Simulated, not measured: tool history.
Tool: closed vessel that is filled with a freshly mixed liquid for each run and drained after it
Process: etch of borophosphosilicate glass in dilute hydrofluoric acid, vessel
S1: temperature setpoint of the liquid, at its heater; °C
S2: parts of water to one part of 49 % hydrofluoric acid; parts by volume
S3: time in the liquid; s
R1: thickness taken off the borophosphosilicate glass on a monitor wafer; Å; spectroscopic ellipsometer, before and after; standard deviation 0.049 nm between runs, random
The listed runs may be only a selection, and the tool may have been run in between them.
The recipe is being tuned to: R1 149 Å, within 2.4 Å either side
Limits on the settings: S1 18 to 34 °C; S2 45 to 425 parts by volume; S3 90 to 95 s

| run | hour | S1 | S2 | S3 | R1 |
|---|---|---|---|---|---|
| 1 | 0 | 26 | 235 | 90 | 188.65 |
| 2 | 0.5 | 24.5 | 235 | 90 | 177.81 |
| 3 | 5.2 | 24.5 | 235 | 90 | 178.29 |
| 4 | 14 | 24.5 | 235 | 90 | 178.75 |
| 5 | 21.6 | 24.5 | 200 | 90 | 216.94 |
| 6 | 24.6 | 23 | 205 | 90 | 199.39 |
| 7 | 25.4 | 21.5 | 210 | 90 | 182.4 |
| 8 | 27.8 | 20.5 | 215 | 90 | 171.64 |
| 9 | 33.9 | 20 | 215 | 90 | 169.45 |
| 10 | 40.4 | 19.5 | 220 | 90 | 160.42 |

Next run, 5 choices. One meets every target within its allowed miss, the rest don't. Which?
| A | 46.9 | 21.5 | 235 | 90 | ? |
| B | 46.9 | 20 | 230 | 90 | ? |
| C | 46.9 | 21.5 | 225 | 95 | ? |
| D | 46.9 | 20.5 | 225 | 95 | ? |
| E | 46.9 | 20.5 | 240 | 90 | ? |

| move | R1 |
|---|---|
| A | 159.35 |
| B | 154.63 |
| C | 177.41 |
| D | 170.86 |
| E | 149.58 |
A: nearer than the last run, and not there yet
B: nearer than the last run, and not there yet
C: lands further from the targets than the last run did
D: lands further from the targets than the last run did
E: every result lands within tolerance
Go with E: it meets all targets.
